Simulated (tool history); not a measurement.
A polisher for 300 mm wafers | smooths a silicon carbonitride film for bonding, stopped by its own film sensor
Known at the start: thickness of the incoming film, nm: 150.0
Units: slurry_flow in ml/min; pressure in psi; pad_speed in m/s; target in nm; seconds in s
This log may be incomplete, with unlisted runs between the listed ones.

run 1 hour=0.0 | slurry_flow=240 pressure=2.5 pad_speed=0.72 slurry_solids=1.0 target=118 | seconds=155.37
run 2 hour=2.2 | slurry_flow=240 pressure=2.2 pad_speed=0.66 slurry_solids=1.0 target=118 | seconds=179.07
run 3 hour=10.9 | slurry_flow=240 pressure=2.2 pad_speed=0.66 slurry_solids=1.0 target=116 | seconds=194.40
run 4 hour=12.2 | slurry_flow=240 pressure=2.0 pad_speed=0.60 slurry_solids=1.0 target=116 | seconds=222.77
run 5 hour=13.0 | slurry_flow=240 pressure=1.7 pad_speed=0.60 slurry_solids=1.0 target=116 | seconds=249.42
run 6 hour=17.5 | slurry_flow=240 pressure=1.6 pad_speed=0.56 slurry_solids=1.0 target=116 | seconds=276.43
run 7 hour=18.5 | slurry_flow=240 pressure=1.5 pad_speed=0.54 slurry_solids=1.0 target=116 | seconds=298.09

What will run 8 give?
run 8 hour=24.1 | slurry_flow=235 pressure=1.1 pad_speed=0.50 slurry_solids=1.0 target=116 | seconds=?

seconds: 390.98 s
